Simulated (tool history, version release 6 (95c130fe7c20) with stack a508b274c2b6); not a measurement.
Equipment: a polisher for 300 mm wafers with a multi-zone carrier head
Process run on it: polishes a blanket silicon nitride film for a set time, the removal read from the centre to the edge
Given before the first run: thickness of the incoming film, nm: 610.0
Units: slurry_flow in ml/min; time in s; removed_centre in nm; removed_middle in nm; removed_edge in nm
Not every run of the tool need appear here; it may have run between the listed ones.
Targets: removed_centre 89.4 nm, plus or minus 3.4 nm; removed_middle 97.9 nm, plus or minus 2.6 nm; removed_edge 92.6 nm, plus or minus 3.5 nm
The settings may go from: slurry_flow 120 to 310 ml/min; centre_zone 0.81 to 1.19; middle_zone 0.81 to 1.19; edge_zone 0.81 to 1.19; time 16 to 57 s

{"run": 1, "day": 0.0, "slurry_flow": 200, "centre_zone": 1, "middle_zone": 1, "edge_zone": 1, "time": 36, "removed_centre": 76.054, "removed_middle": 73.262, "removed_edge": 73.971}
{"run": 2, "day": 0.321, "slurry_flow": 200, "centre_zone": 1, "middle_zone": 1, "edge_zone": 1, "time": 32, "removed_centre": 67.055, "removed_middle": 64.872, "removed_edge": 66.627}
{"run": 3, "day": 0.425, "slurry_flow": 200, "centre_zone": 0.97, "middle_zone": 1, "edge_zone": 1, "time": 32, "removed_centre": 65.238, "removed_middle": 64.778, "removed_edge": 65.344}
{"run": 4, "day": 0.571, "slurry_flow": 150, "centre_zone": 0.97, "middle_zone": 1, "edge_zone": 1, "time": 32, "removed_centre": 62.032, "removed_middle": 63.109, "removed_edge": 65.236}
{"run": 5, "day": 0.596, "slurry_flow": 150, "centre_zone": 0.97, "middle_zone": 1, "edge_zone": 1, "time": 28, "removed_centre": 54.187, "removed_middle": 54.523, "removed_edge": 56.466}
{"run": 6, "day": 0.625, "slurry_flow": 120, "centre_zone": 0.97, "middle_zone": 1, "edge_zone": 1, "time": 28, "removed_centre": 51.738, "removed_middle": 52.416, "removed_edge": 54.617}
{"run": 7, "day": 0.721, "slurry_flow": 140, "centre_zone": 0.97, "middle_zone": 1.02, "edge_zone": 1.02, "time": 30, "removed_centre": 58.304, "removed_middle": 59.016, "removed_edge": 60.473}
{"run": 8, "day": 0.979, "slurry_flow": 150, "centre_zone": 0.96, "middle_zone": 1.04, "edge_zone": 1.04, "time": 31, "removed_centre": 59.153, "removed_middle": 62.638, "removed_edge": 63.944}
{"run": 9, "day": 1.221, "slurry_flow": 165, "centre_zone": 0.97, "middle_zone": 1.06, "edge_zone": 1.06, "time": 32, "removed_centre": 62.293, "removed_middle": 66.47, "removed_edge": 67.148}
{"run": 10, "day": 1.571, "slurry_flow": 180, "centre_zone": 0.98, "middle_zone": 1.08, "edge_zone": 1.08, "time": 33, "removed_centre": 65.644, "removed_middle": 70.226, "removed_edge": 70.336}
{"run": 11, "day": 1.646, "slurry_flow": 190, "centre_zone": 0.99, "middle_zone": 1.1, "edge_zone": 1.09, "time": 34, "removed_centre": 69.542, "removed_middle": 73.976, "removed_edge": 74.387}
{"run": 12, "day": 1.742, "slurry_flow": 200, "centre_zone": 0.99, "middle_zone": 1.11, "edge_zone": 1.09, "time": 35, "removed_centre": 73.989, "removed_middle": 77.853, "removed_edge": 76.326}
{"run": 13, "day": 2.112, "slurry_flow": 240, "centre_zone": 0.97, "middle_zone": 1.18, "edge_zone": 1.19, "time": 41, "removed_centre": 84.804, "removed_middle": 97.35, "removed_edge": 92.766}
{"run": 14, "day": 2.342, "slurry_flow": 245, "centre_zone": 0.98, "middle_zone": 1.18, "edge_zone": 1.19, "time": 41, "removed_centre": 87.42, "removed_middle": 98.068, "removed_edge": 94.415}

Consider the 4 candidate settings below. Which is the only one whose results all fall within their allowed miss of target?
{"run": "A", "day": 2.571, "slurry_flow": 310, "centre_zone": 1.01, "middle_zone": 1.17, "edge_zone": 1.15, "time": 40, "removed_centre": "?", "removed_middle": "?", "removed_edge": "?"}
{"run": "B", "day": 2.571, "slurry_flow": 230, "centre_zone": 0.94, "middle_zone": 1.12, "edge_zone": 1.19, "time": 44, "removed_centre": "?", "removed_middle": "?", "removed_edge": "?"}
{"run": "C", "day": 2.571, "slurry_flow": 165, "centre_zone": 0.93, "middle_zone": 1.08, "edge_zone": 1.19, "time": 47, "removed_centre": "?", "removed_middle": "?", "removed_edge": "?"}
{"run": "D", "day": 2.571, "slurry_flow": 210, "centre_zone": 0.95, "middle_zone": 1.1, "edge_zone": 1.19, "time": 44, "removed_centre": "?", "removed_middle": "?", "removed_edge": "?"}

move=A removed_centre=89.78 removed_middle=96.772 removed_edge=92.401
move=B removed_centre=88.986 removed_middle=99.642 removed_edge=101.28
move=C removed_centre=89.933 removed_middle=99.187 removed_edge=105.1
move=D removed_centre=88.908 removed_middle=97.14 removed_edge=100.54
A: every result lands within tolerance
B: brings the last run's worst result on target, with another outside its allowed miss
C: brings the last run's worst result on target, with another outside its allowed miss
D: brings the last run's worst result on target, with another outside its allowed miss
Go with A: it meets all targets.
